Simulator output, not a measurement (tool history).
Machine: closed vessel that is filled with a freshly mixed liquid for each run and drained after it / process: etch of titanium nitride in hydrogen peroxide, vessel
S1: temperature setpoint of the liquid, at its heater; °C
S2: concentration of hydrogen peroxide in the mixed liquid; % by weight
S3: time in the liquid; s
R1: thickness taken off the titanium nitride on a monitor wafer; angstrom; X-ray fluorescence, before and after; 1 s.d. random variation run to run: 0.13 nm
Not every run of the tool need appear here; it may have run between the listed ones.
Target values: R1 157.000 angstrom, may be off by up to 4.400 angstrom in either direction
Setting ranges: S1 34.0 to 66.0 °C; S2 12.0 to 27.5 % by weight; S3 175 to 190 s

run	hour	S1	S2	S3	R1
1	0.0	50.0	18.5	175	76.734
2	6.7	51.0	18.5	175	83.334
3	9.9	52.0	18.5	175	89.330
4	11.6	52.0	18.5	190	96.387
5	16.0	52.0	21.0	190	100.080
6	19.2	52.0	24.0	190	100.610
7	22.6	52.5	24.0	190	105.330
8	24.9	59.0	24.0	190	164.430
# hour 25.6: peroxide flow meter replaced
9	25.6	58.5	24.0	190	163.890

Of the 5 settings listed for the next run, only one would bring every result within its allowed miss of target. Which one?
A	26.3	59.0	24.0	190	?
B	26.3	61.5	22.0	175	?
C	26.3	58.5	19.5	190	?
D	26.3	60.0	24.5	185	?
E	26.3	59.5	22.0	190	?

move	R1
A	170.370
B	182.460
C	157.430
D	178.390
E	173.000
A: lands further from the targets than the last run did
B: lands further from the targets than the last run did
C: each result inside its tolerance
D: lands further from the targets than the last run did
E: lands further from the targets than the last run did
The right move is C.
